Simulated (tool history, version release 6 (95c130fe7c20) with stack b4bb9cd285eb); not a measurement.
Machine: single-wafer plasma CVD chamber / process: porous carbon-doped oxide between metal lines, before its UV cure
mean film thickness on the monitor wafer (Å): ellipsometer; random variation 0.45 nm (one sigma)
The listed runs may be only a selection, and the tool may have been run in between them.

run    day  heater temperature setpoint (°C)  RF power (kW)  deposition time (s)  mean film thickness on the monitor wafer (Å)
  1  0.000                               320          0.445                 18.0                                        875.94
  2  0.158                               320          0.415                 18.0                                        847.76
  3  0.400                               330          0.415                 18.0                                        797.47
  4  0.508                               341          0.415                 18.0                                        753.99
  5  0.696                               341          0.415                 18.0                                        753.88
  6  0.762                               337          0.415                 18.0                                        773.21
  7  1.046                               325          0.440                 18.0                                        843.68
  8  1.083                               323          0.440                 18.0                                        851.74
  9  1.367                               321          0.440                 18.0                                        862.45
 10  1.496                               319          0.440                 18.0                                        875.13
 11  1.533                               317          0.440                 18.0                                        874.50
 12  1.771                               315          0.445                 18.0                                        901.21

For run 13, what comes out?
 13  2.017                               314          0.445                 18.0                                             ?

{"run 13": {"mean film thickness on the monitor wafer (Å)": 905.64}}
